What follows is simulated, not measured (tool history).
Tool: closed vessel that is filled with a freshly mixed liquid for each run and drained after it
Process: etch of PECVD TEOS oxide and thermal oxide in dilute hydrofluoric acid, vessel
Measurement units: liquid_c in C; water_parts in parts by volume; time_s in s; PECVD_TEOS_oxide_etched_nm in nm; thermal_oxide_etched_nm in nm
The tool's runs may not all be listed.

run  hour  liquid_c  water_parts  time_s  PECVD_TEOS_oxide_etched_nm  thermal_oxide_etched_nm
  1   0.0      23.0          255     660                      30.968                   9.2488
  2   2.3      21.5          285     660                      25.488                   7.5856
  3   7.9      21.5          285     890                      34.637                  10.1700
  4  10.9      21.5          250     890                      40.708                  12.0070
  5  13.6      21.5          250     680                      31.003                   9.2773
  6  19.6      20.0          250     680                      29.299                   8.8222
  7  25.1      19.0          280     680                      24.526                   7.2676

Run 8, settings as shown, results not yet in. Your forecast:
  8  33.8      18.5          305     675                           ?                        ?

{"run 8": {"PECVD_TEOS_oxide_etched_nm": 21.561, "thermal_oxide_etched_nm": 6.3973}}
